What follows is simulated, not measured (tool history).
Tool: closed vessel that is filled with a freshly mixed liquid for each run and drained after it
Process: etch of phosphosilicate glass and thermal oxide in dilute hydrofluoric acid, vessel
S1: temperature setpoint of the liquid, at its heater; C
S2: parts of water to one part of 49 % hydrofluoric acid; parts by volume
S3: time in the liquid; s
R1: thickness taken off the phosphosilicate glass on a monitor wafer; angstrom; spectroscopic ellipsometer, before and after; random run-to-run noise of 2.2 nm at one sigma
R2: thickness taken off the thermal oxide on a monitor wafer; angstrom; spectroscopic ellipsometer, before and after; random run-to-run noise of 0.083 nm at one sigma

| run | hour | S1 | S2 | S3 | R1 | R2 |
|---|---|---|---|---|---|---|
| 1 | 0.0 | 23.0 | 50 | 60 | 1435.5 | 62.814 |
| 2 | 1.6 | 24.0 | 50 | 60 | 1527.6 | 65.119 |
| 3 | 8.4 | 24.5 | 50 | 60 | 1566.9 | 66.113 |
| 4 | 16.8 | 26.0 | 50 | 60 | 1612.3 | 70.723 |
| 5 | 17.9 | 26.5 | 50 | 60 | 1646.1 | 72.830 |
| 6 | 23.3 | 24.5 | 50 | 60 | 1537.8 | 66.925 |
| 7 | 28.6 | 24.5 | 50 | 60 | 1529.6 | 66.693 |
| 8 | 32.4 | 25.5 | 50 | 60 | 1632.6 | 69.427 |
| 9 | 37.4 | 26.0 | 50 | 60 | 1651.3 | 71.492 |
| 10 | 41.8 | 26.5 | 50 | 60 | 1638.0 | 72.740 |

Estimate the outcome of run 11 from the log above:
| 11 | 44.4 | 27.0 | 40 | 60 | ? | ? |

R1: 2165.3 angstrom
R2: 93.242 angstrom
